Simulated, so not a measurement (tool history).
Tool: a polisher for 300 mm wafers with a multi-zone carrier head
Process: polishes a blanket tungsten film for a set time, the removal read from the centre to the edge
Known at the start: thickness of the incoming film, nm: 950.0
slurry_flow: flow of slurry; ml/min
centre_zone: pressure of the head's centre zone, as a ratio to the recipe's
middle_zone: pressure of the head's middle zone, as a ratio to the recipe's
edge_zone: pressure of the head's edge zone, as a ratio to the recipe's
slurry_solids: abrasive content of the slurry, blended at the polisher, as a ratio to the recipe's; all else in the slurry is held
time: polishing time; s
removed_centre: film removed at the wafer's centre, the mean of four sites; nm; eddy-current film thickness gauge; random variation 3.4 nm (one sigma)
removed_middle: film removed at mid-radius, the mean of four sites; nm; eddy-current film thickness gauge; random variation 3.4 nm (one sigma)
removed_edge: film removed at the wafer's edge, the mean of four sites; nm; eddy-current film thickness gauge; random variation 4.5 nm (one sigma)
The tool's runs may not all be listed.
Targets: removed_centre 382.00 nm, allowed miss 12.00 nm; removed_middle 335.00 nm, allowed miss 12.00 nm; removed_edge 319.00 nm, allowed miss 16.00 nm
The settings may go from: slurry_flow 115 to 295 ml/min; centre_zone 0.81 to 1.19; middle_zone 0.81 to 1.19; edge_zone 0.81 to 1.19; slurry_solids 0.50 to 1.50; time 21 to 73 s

run	day	slurry_flow	centre_zone	middle_zone	edge_zone	slurry_solids	time	removed_centre	removed_middle	removed_edge
1	0.000	190	1.00	1.00	1.00	1.00	47	447.12	399.38	397.21
2	0.329	185	1.00	0.99	0.96	0.90	47	425.30	391.68	378.85
3	0.396	225	1.00	0.99	0.96	0.90	47	446.73	401.51	381.78
4	0.496	225	1.00	0.99	0.96	0.80	47	429.30	396.38	385.86
5	0.858	215	1.00	0.97	0.93	0.80	46	430.16	376.74	358.92
6	1.058	205	0.99	0.96	0.92	0.75	46	405.56	368.70	359.81
7	1.317	200	0.99	0.95	0.90	0.75	46	404.37	371.03	357.13
8	1.362	200	1.00	0.94	0.88	0.70	45	405.77	347.41	345.44
9	1.696	200	1.00	0.95	0.87	0.70	45	397.47	353.34	342.09
10	1.879	200	1.00	0.95	0.86	0.70	45	391.05	356.01	340.71
11	1.983	200	1.01	0.95	0.85	0.70	45	402.48	352.64	335.34
12	2.104	195	1.01	0.95	0.84	0.70	45	403.00	357.16	329.41
13	2.417	190	1.01	0.94	0.83	0.70	45	399.77	348.72	334.83

5 next moves are on the table. One of them brings every result within its allowed miss. Which?
A	2.729	155	0.82	0.86	0.86	0.75	51	?	?	?
B	2.729	230	0.98	0.91	0.92	1.15	43	?	?	?
C	2.729	230	0.97	0.92	0.81	0.60	44	?	?	?
D	2.729	195	0.94	0.86	0.87	0.65	47	?	?	?
E	2.729	190	1.01	1.05	0.81	1.25	36	?	?	?

move	removed_centre	removed_middle	removed_edge
A	355.98	361.25	367.92
B	414.09	363.04	358.14
C	379.97	339.33	315.80
D	386.74	340.32	344.42
E	351.46	333.62	282.82
A: takes the result that was furthest off past its target
B: further off than the last run
C: meets every target
D: brings the result that was furthest off to its target, and leaves another outside
E: takes the result that was furthest off past its target
The right move is C.

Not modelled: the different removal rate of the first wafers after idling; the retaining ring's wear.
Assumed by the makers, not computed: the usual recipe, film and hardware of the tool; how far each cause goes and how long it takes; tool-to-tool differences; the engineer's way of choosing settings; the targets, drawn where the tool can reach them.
